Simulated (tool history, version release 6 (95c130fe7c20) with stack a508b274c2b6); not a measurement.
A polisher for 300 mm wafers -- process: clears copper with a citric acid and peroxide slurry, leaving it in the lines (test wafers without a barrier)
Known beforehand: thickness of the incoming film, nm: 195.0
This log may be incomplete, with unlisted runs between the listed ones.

run	hour	flow of slurry (ml/min)	pressure of the wafer on the pad (kPa)	speed of the pad under the wafer (cm/s)	abrasive content of the slurry	overpolish time after the end point (s)	time until the end point was called (s)	dishing of a wide line in a test structure (Å)
1	0	130	17.2	90	1	20	108.42	184.23
2	3.8	130	17.9	90	1	21	103.41	192.28
3	12.6	130	18.6	90	1	22	102.13	204.45
4	19.3	130	19.3	90	1	22	97.445	210.66
5	21.6	130	20	90	1	22	94.172	210.53
6	25.8	130	22.1	90	1	22	85.704	223.85

Forecast run 7:
7	29.7	130	22.1	90	1	24	?	?

Run 7 gave time until the end point was called (s) 83.343, dishing of a wide line in a test structure (Å) 231.84.
